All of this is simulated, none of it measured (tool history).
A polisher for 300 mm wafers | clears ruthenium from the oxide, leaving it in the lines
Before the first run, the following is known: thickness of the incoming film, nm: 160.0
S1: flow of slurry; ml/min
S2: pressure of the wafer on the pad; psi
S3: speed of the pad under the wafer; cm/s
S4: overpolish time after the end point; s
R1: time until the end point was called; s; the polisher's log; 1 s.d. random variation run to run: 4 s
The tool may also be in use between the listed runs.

| run | hour | S1 | S2 | S3 | S4 | R1 |
|---|---|---|---|---|---|---|
| 1 | 0 | 125 | 2.4 | 88 | 40 | 133.02 |
| 2 | 7.9 | 125 | 2.2 | 88 | 40 | 134.43 |
| 3 | 15.9 | 125 | 2.2 | 88 | 43 | 135.2 |
| 4 | 21 | 125 | 2 | 84 | 43 | 148.14 |
| 5 | 29.2 | 125 | 1.9 | 80 | 43 | 164.73 |
| 6 | 35.4 | 125 | 1.5 | 80 | 43 | 186.89 |

Forecast run 7:
| 7 | 42.6 | 125 | 1.4 | 78 | 43 | ? |

R1: 200.64 s
